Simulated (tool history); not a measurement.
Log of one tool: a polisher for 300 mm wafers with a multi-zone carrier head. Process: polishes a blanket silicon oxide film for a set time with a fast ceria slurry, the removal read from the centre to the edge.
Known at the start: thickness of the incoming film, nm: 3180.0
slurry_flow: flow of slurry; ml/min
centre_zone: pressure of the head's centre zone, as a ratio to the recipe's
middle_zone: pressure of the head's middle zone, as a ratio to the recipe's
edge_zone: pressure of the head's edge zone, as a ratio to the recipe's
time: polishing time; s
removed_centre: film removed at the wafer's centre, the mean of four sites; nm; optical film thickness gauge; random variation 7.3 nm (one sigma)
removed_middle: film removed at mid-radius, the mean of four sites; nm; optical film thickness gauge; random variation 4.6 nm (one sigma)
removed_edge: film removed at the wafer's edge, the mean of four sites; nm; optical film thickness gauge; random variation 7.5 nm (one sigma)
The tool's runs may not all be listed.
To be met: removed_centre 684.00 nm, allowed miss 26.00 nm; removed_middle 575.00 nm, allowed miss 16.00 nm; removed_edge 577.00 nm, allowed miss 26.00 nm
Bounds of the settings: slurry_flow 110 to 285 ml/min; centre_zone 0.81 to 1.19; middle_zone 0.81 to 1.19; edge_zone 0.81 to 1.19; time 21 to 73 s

{"run": 1, "hour": 0.0, "slurry_flow": 180, "centre_zone": 1.0, "middle_zone": 1.0, "edge_zone": 1.0, "time": 47, "removed_centre": 720.8, "removed_middle": 691.45, "removed_edge": 735.78}
{"run": 2, "hour": 7.6, "slurry_flow": 180, "centre_zone": 1.01, "middle_zone": 1.0, "edge_zone": 0.98, "time": 46, "removed_centre": 710.9, "removed_middle": 658.27, "removed_edge": 686.02}
{"run": 3, "hour": 14.6, "slurry_flow": 160, "centre_zone": 1.01, "middle_zone": 1.0, "edge_zone": 0.98, "time": 46, "removed_centre": 687.68, "removed_middle": 651.74, "removed_edge": 703.86}
{"run": 4, "hour": 16.0, "slurry_flow": 165, "centre_zone": 1.02, "middle_zone": 1.0, "edge_zone": 0.96, "time": 46, "removed_centre": 682.61, "removed_middle": 645.03, "removed_edge": 694.3}
{"run": 5, "hour": 21.5, "slurry_flow": 165, "centre_zone": 1.02, "middle_zone": 1.0, "edge_zone": 0.96, "time": 56, "removed_centre": 849.59, "removed_middle": 801.7, "removed_edge": 854.72}
{"run": 6, "hour": 22.8, "slurry_flow": 165, "centre_zone": 1.02, "middle_zone": 1.0, "edge_zone": 0.91, "time": 56, "removed_centre": 842.91, "removed_middle": 797.56, "removed_edge": 814.61}
{"run": 7, "hour": 24.7, "slurry_flow": 175, "centre_zone": 1.02, "middle_zone": 0.99, "edge_zone": 0.9, "time": 54, "removed_centre": 818.42, "removed_middle": 765.31, "removed_edge": 806.66}
{"hour": 29.2, "done": "slurry nozzle cleaned"}
{"run": 8, "hour": 29.2, "slurry_flow": 175, "centre_zone": 1.04, "middle_zone": 1.0, "edge_zone": 0.89, "time": 52, "removed_centre": 883.88, "removed_middle": 789.79, "removed_edge": 783.73}

Which of these 5 next moves meets every target?
{"run": "A", "hour": 33.7, "slurry_flow": 120, "centre_zone": 1.16, "middle_zone": 0.92, "edge_zone": 0.81, "time": 40, "removed_centre": "?", "removed_middle": "?", "removed_edge": "?"}
{"run": "B", "hour": 33.7, "slurry_flow": 120, "centre_zone": 0.86, "middle_zone": 1.11, "edge_zone": 0.99, "time": 60, "removed_centre": "?", "removed_middle": "?", "removed_edge": "?"}
{"run": "C", "hour": 33.7, "slurry_flow": 190, "centre_zone": 1.19, "middle_zone": 0.97, "edge_zone": 0.84, "time": 32, "removed_centre": "?", "removed_middle": "?", "removed_edge": "?"}
{"run": "D", "hour": 33.7, "slurry_flow": 205, "centre_zone": 1.1, "middle_zone": 0.97, "edge_zone": 0.88, "time": 37, "removed_centre": "?", "removed_middle": "?", "removed_edge": "?"}
{"run": "E", "hour": 33.7, "slurry_flow": 160, "centre_zone": 1.0, "middle_zone": 0.98, "edge_zone": 0.81, "time": 42, "removed_centre": "?", "removed_middle": "?", "removed_edge": "?"}

move=A removed_centre=673.63 removed_middle=524.29 removed_edge=555.25
move=B removed_centre=748.32 removed_middle=911.44 removed_edge=910.90
move=C removed_centre=619.73 removed_middle=482.74 removed_edge=484.50
move=D removed_centre=670.95 removed_middle=565.12 removed_edge=577.11
move=E removed_centre=659.15 removed_middle=619.66 removed_edge=611.67
A: takes the result that was furthest off past its target
B: further off than the last run
C: takes the result that was furthest off past its target
D: meets every target
E: nearer than the last run, and not there yet
Answer: D

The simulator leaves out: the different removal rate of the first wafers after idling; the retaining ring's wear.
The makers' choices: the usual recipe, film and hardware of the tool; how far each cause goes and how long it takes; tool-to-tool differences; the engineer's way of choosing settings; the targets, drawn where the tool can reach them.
